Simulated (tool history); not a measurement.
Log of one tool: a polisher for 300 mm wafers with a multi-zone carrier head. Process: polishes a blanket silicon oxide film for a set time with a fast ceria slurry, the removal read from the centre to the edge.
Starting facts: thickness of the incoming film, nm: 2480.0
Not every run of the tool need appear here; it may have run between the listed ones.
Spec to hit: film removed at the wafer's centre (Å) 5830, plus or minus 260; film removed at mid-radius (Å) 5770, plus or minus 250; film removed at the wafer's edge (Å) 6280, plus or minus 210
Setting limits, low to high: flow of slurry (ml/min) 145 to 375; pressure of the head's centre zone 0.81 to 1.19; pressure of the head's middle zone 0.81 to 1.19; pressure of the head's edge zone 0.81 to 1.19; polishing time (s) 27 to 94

run,hour,flow of slurry (ml/min),pressure of the head's centre zone,pressure of the head's middle zone,pressure of the head's edge zone,polishing time (s),film removed at the wafer's centre (Å),film removed at mid-radius (Å),film removed at the wafer's edge (Å)
1,0,240,1,1,1,60,6458.8,7501.7,7386.7
2,8.9,240,1,1,1.05,60,6487.7,7289.3,7566.3
3,17.3,240,1,1.08,1.05,60,6665.1,8092.5,7367.2
4,23.7,240,1,1.08,1.05,47,5092.3,6197.3,5887.2
5,30.2,240,1,1.08,1,47,5049.9,6219.1,5690.6
6,34.9,240,1.07,1.08,1,47,5550.4,6200.1,5677.7
7,42,245,1.07,1.05,1.02,47,5480.9,6015,5861.5
8,43.6,250,1.08,1.04,1.03,47,5627.2,6105.5,5868.9

Pick the move, out of 5, that brings all results within their allowed miss; only one does.
A,45.2,310,0.97,0.97,0.99,52,?,?,?
B,45.2,210,1.17,0.97,1.03,47,?,?,?
C,45.2,250,1.13,1,1,46,?,?,?
D,45.2,310,1.1,1.17,0.94,45,?,?,?
E,45.2,220,1.09,0.93,1.06,50,?,?,?

move,film removed at the wafer's centre (Å),film removed at mid-radius (Å),film removed at the wafer's edge (Å)
A,5546.8,6418,6423
B,5843.9,5603.6,5745.9
C,5620.5,5707.4,5625.2
D,5462.8,6442.7,5439.9
E,5811.7,5796.8,6203.8
A: gets the furthest-off result to its target, but another result is out of tolerance
B: lands further from the targets than the last run did
C: lands further from the targets than the last run did
D: lands further from the targets than the last run did
E: hits every target within its allowed miss
Move E is the one to make.
